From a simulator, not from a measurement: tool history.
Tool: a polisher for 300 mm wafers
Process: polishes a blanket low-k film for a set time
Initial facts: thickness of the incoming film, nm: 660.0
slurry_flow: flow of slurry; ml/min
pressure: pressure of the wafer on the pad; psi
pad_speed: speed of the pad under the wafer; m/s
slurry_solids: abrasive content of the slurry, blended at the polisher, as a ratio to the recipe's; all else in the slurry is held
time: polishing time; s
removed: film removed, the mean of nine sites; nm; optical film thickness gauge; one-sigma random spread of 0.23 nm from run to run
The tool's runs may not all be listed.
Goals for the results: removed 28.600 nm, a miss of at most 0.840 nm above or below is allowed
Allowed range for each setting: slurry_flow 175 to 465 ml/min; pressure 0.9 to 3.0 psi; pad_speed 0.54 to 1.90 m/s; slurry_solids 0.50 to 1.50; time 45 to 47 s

run 1 hour=0.0 | slurry_flow=295 pressure=1.9 pad_speed=1.22 slurry_solids=1.00 time=45 | removed=18.580
run 2 hour=1.0 | slurry_flow=295 pressure=2.2 pad_speed=1.22 slurry_solids=1.00 time=45 | removed=21.075
run 3 hour=4.7 | slurry_flow=295 pressure=2.4 pad_speed=1.22 slurry_solids=1.00 time=45 | removed=22.653
run 4 hour=6.7 | slurry_flow=295 pressure=2.4 pad_speed=1.22 slurry_solids=0.90 time=45 | removed=21.467
run 5 hour=9.3 | slurry_flow=295 pressure=2.6 pad_speed=1.24 slurry_solids=0.90 time=45 | removed=23.745
run 6 hour=15.1 | slurry_flow=295 pressure=2.2 pad_speed=1.24 slurry_solids=0.90 time=45 | removed=20.231
run 7 hour=18.5 | slurry_flow=295 pressure=2.5 pad_speed=1.26 slurry_solids=0.90 time=45 | removed=22.469
run 8 hour=21.5 | slurry_flow=295 pressure=2.7 pad_speed=1.30 slurry_solids=0.90 time=45 | removed=25.383
run 9 hour=29.6 | slurry_flow=300 pressure=3.0 pad_speed=1.30 slurry_solids=0.90 time=45 | removed=27.636

Below are 5 possible settings for the next run. Only one of them brings all results inside the allowed miss of their targets. Which is it?
run A hour=37.7 | slurry_flow=295 pressure=2.5 pad_speed=1.50 slurry_solids=0.90 time=46 | removed=?
run B hour=37.7 | slurry_flow=310 pressure=3.0 pad_speed=1.10 slurry_solids=1.00 time=46 | removed=?
run C hour=37.7 | slurry_flow=320 pressure=3.0 pad_speed=1.40 slurry_solids=0.90 time=46 | removed=?
run D hour=37.7 | slurry_flow=315 pressure=2.9 pad_speed=1.34 slurry_solids=0.90 time=46 | removed=?
run E hour=37.7 | slurry_flow=175 pressure=2.7 pad_speed=1.56 slurry_solids=1.05 time=45 | removed=?

move=A removed=27.240
move=B removed=26.582
move=C removed=30.514
move=D removed=28.546
move=E removed=31.047
A: its largest miss is bigger than the last run's
B: its largest miss is bigger than the last run's
C: takes the biggest miss from the last run beyond its target
D: hits every target within its allowed miss
E: takes the biggest miss from the last run beyond its target
Answer: D

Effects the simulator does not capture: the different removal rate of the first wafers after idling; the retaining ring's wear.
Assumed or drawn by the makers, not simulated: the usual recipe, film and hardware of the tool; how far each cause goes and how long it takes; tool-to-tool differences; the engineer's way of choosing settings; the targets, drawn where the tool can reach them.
